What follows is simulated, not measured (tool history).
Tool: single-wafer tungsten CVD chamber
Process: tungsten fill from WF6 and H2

run  hour  heater temperature setpoint (deg C)  chamber pressure (Pa)  deposition time (s)  mean film thickness on the monitor wafer (nm)
  1     0                                  390                   6439                  7.4                                         21.165
  2   1.9                                  392                   6466                  7.4                                         21.745
  3   9.5                                  392                   5640                  7.4                                         20.496
  4    15                                  392                   5640                    7                                         19.335
  5  21.2                                  392                   5640                    7                                         19.494
  6  24.6                                  392                   4920                    7                                          18.21
  7  28.8                                  404                   5053                    7                                         22.538

The next listed run, before its measurement:
  8  35.1                                  405                   5066                    7                                              ?

For run 8 the tool returned mean film thickness on the monitor wafer (nm) 23.065.

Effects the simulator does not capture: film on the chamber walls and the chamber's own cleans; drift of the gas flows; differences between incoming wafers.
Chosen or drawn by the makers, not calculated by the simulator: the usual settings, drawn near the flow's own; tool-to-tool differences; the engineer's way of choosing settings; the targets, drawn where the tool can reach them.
